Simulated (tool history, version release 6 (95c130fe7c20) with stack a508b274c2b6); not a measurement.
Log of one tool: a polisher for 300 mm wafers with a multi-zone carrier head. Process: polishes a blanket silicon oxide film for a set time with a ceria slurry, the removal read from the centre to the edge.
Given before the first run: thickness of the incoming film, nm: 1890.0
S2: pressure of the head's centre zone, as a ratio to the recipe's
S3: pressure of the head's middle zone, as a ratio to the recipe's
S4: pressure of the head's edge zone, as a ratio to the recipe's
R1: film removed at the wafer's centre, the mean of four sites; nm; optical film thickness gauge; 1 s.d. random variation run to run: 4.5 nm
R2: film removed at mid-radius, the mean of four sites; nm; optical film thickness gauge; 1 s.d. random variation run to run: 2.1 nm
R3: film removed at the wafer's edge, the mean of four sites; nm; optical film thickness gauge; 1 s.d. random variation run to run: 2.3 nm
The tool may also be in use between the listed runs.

Run 1, hour 0: flow of slurry (ml/min) 125, S2 1, S3 1, S4 1, polishing time (s) 60. Result: R1 297.62 nm, R2 298.24 nm, R3 286.93 nm.
Run 2, hour 3.9: flow of slurry (ml/min) 135, S2 1, S3 0.99, S4 1.03, polishing time (s) 60. Result: R1 305.95 nm, R2 304.99 nm, R3 292.62 nm.
Run 3, hour 7.2: flow of slurry (ml/min) 135, S2 1, S3 0.97, S4 1.05, polishing time (s) 61. Result: R1 301.1 nm, R2 302.96 nm, R3 301.33 nm.
Run 4, hour 14: flow of slurry (ml/min) 140, S2 1.01, S3 0.96, S4 1.07, polishing time (s) 61. Result: R1 307.4 nm, R2 301.09 nm, R3 309.3 nm.
Run 5, hour 19.1: flow of slurry (ml/min) 145, S2 1.01, S3 0.96, S4 1.08, polishing time (s) 61. Result: R1 307.81 nm, R2 301.82 nm, R3 308.62 nm.
Run 6, hour 22: flow of slurry (ml/min) 145, S2 1.09, S3 0.96, S4 1.08, polishing time (s) 61. Result: R1 342.84 nm, R2 307.04 nm, R3 308.61 nm.

Predict the results of run 7:
Run 7, hour 28.9: flow of slurry (ml/min) 150, S2 1.08, S3 0.96, S4 1.1, polishing time (s) 61. Result: R1 ?, R2 ?, R3 ?.

R1: 334.12 nm
R2: 304.84 nm
R3: 308.98 nm
